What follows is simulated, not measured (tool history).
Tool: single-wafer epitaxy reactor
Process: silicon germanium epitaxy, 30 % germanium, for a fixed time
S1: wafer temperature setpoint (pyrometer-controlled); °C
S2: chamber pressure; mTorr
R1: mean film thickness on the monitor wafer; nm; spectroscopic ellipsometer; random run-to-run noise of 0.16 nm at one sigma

run,hour,S1,S2,R1
1,0.0,580,14300,32.912
2,4.2,579,14300,32.253
3,5.2,579,16500,34.294
4,8.1,579,14300,32.400
5,15.9,574,14300,29.483
6,20.3,583,14300,34.496
7,23.4,581,14200,33.380

The next listed run, before its measurement:
8,27.9,570,13900,?

{"run 8": {"R1": 27.441}}
